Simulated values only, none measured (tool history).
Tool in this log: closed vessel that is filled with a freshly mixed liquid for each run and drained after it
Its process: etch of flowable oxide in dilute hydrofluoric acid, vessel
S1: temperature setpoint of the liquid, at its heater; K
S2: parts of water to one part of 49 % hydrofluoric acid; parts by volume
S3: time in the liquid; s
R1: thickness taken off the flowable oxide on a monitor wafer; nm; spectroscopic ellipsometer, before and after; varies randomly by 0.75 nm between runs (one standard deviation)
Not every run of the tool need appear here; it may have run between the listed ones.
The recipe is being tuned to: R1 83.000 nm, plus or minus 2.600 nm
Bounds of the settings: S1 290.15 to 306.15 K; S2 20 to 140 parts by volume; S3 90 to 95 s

run 1 hour=0.0 | S1=298.15 S2=75 S3=90 | R1=32.211
run 2 hour=5.4 | S1=300.65 S2=60 S3=90 | R1=45.289
run 3 hour=7.4 | S1=298.65 S2=60 S3=90 | R1=42.734
run 4 hour=16.1 | S1=300.65 S2=50 S3=90 | R1=54.419
run 5 hour=17.3 | S1=302.15 S2=45 S3=90 | R1=65.712
run 6 hour=21.9 | S1=302.15 S2=30 S3=90 | R1=99.755
-- hour=22.8 thermometer replaced
run 7 hour=22.8 | S1=300.65 S2=30 S3=90 | R1=89.672
run 8 hour=29.9 | S1=300.15 S2=30 S3=90 | R1=87.492
run 9 hour=37.4 | S1=299.65 S2=30 S3=90 | R1=85.943

Exercise: of the 4 proposed moves below, exactly one satisfies all targets within the stated allowed misses. Which move is it?
run A hour=44.9 | S1=303.65 S2=35 S3=95 | R1=?
run B hour=44.9 | S1=299.15 S2=30 S3=95 | R1=?
run C hour=44.9 | S1=304.15 S2=35 S3=95 | R1=?
run D hour=44.9 | S1=298.65 S2=30 S3=90 | R1=?

move=A R1=91.051
move=B R1=89.218
move=C R1=92.871
move=D R1=82.794
A: its largest miss is bigger than the last run's
B: its largest miss is bigger than the last run's
C: its largest miss is bigger than the last run's
D: hits every target within its allowed miss
Go with D: it meets all targets.

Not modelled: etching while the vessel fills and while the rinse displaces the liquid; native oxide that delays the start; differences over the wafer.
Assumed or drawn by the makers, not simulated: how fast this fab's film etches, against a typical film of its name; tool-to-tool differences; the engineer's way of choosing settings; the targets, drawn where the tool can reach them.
